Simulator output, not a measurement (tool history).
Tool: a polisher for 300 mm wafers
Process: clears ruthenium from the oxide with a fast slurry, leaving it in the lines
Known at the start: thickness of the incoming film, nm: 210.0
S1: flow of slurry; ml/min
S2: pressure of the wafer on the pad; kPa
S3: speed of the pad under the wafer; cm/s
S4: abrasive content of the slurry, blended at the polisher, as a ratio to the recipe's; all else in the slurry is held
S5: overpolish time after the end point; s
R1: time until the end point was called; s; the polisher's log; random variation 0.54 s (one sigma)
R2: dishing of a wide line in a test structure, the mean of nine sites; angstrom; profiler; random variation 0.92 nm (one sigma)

| run | day | S1 | S2 | S3 | S4 | S5 | R1 | R2 |
|---|---|---|---|---|---|---|---|---|
| 1 | 0.000 | 265 | 16.5 | 120 | 1.0 | 12 | 44.821 | 454.24 |
| 2 | 0.029 | 265 | 17.2 | 120 | 1.0 | 13 | 43.570 | 503.85 |
| 3 | 0.225 | 265 | 17.9 | 120 | 1.0 | 14 | 42.757 | 556.55 |
| 4 | 0.421 | 265 | 17.9 | 120 | 0.9 | 14 | 44.473 | 533.45 |
| 5 | 0.496 | 265 | 19.3 | 120 | 0.9 | 14 | 41.060 | 561.17 |
| 6 | 0.642 | 265 | 19.3 | 120 | 1.1 | 14 | 37.768 | 616.61 |

Forecast run 7:
| 7 | 0.992 | 265 | 20.0 | 120 | 1.1 | 14 | ? | ? |

{"run 7": {"R1": 35.391, "R2": 617.82}}
